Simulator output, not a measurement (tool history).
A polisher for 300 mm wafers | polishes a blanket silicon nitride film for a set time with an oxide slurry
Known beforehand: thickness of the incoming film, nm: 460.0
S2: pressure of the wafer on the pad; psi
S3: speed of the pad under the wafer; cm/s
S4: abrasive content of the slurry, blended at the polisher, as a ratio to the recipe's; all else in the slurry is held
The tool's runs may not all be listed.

{"run": 1, "hour": 0.0, "flow of slurry (ml/min)": 160, "S2": 4.8, "S3": 116, "S4": 1.0, "polishing time (s)": 21, "film removed (angstrom)": 216.03}
{"run": 2, "hour": 6.5, "flow of slurry (ml/min)": 160, "S2": 4.8, "S3": 116, "S4": 1.0, "polishing time (s)": 19, "film removed (angstrom)": 193.72}
{"run": 3, "hour": 14.0, "flow of slurry (ml/min)": 170, "S2": 5.3, "S3": 120, "S4": 1.0, "polishing time (s)": 19, "film removed (angstrom)": 222.44}
{"run": 4, "hour": 15.6, "flow of slurry (ml/min)": 135, "S2": 5.3, "S3": 120, "S4": 1.0, "polishing time (s)": 19, "film removed (angstrom)": 212.74}
{"run": 5, "hour": 23.6, "flow of slurry (ml/min)": 135, "S2": 5.3, "S3": 120, "S4": 1.0, "polishing time (s)": 21, "film removed (angstrom)": 234.65}
{"run": 6, "hour": 31.9, "flow of slurry (ml/min)": 135, "S2": 5.3, "S3": 106, "S4": 1.0, "polishing time (s)": 21, "film removed (angstrom)": 214.3}
{"run": 7, "hour": 37.1, "flow of slurry (ml/min)": 145, "S2": 5.7, "S3": 112, "S4": 1.0, "polishing time (s)": 21, "film removed (angstrom)": 242.1}

Run 8, settings as shown, results not yet in. Your forecast:
{"run": 8, "hour": 38.8, "flow of slurry (ml/min)": 155, "S2": 6.0, "S3": 116, "S4": 1.0, "polishing time (s)": 21, "film removed (angstrom)": "?"}

film removed (angstrom): 265.20
